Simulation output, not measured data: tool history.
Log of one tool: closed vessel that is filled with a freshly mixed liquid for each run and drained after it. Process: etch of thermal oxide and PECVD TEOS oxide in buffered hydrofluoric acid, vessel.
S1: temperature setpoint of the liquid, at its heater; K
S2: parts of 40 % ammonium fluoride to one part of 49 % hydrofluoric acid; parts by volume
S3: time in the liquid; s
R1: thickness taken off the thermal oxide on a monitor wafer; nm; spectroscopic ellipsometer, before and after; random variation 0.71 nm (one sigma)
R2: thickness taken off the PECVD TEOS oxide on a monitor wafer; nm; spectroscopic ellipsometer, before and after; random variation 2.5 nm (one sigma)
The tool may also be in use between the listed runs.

run    day      S1  S2  S3       R1      R2
  1  0.000  297.15   7  60  113.670  215.86
  2  0.192  294.15   7  60   96.187  185.47
  3  0.333  294.15   9  60   73.729  141.49
  4  0.408  297.15   9  60   85.995  165.02
  5  0.588  295.15   9  60   78.228  147.73
  6  0.929  297.65   9  60   88.882  170.54

Forecast run 7:
  7  1.004  299.65   9  60   ?   ?

R1: 99.130 nm
R2: 185.82 nm
